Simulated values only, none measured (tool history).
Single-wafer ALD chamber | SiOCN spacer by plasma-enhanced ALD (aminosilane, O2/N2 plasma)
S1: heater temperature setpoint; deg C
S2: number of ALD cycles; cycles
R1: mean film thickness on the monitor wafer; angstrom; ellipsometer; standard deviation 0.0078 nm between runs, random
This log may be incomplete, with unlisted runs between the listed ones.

{"run": 1, "hour": 0.0, "S1": 425, "S2": 77, "R1": 47.631}
{"run": 2, "hour": 1.9, "S1": 426, "S2": 74, "R1": 45.671}
{"run": 3, "hour": 9.3, "S1": 430, "S2": 74, "R1": 45.222}
{"run": 4, "hour": 17.8, "S1": 431, "S2": 71, "R1": 43.001}
{"run": 5, "hour": 22.0, "S1": 431, "S2": 82, "R1": 49.708}
{"run": 6, "hour": 24.5, "S1": 438, "S2": 82, "R1": 48.827}
{"run": 7, "hour": 25.5, "S1": 439, "S2": 78, "R1": 46.201}
{"run": 8, "hour": 28.3, "S1": 440, "S2": 75, "R1": 44.434}
{"run": 9, "hour": 36.6, "S1": 441, "S2": 72, "R1": 42.543}

Expected results for the next run?
{"run": 10, "hour": 44.2, "S1": 442, "S2": 70, "R1": "?"}

For run 10 the tool returned R1 41.311 angstrom.

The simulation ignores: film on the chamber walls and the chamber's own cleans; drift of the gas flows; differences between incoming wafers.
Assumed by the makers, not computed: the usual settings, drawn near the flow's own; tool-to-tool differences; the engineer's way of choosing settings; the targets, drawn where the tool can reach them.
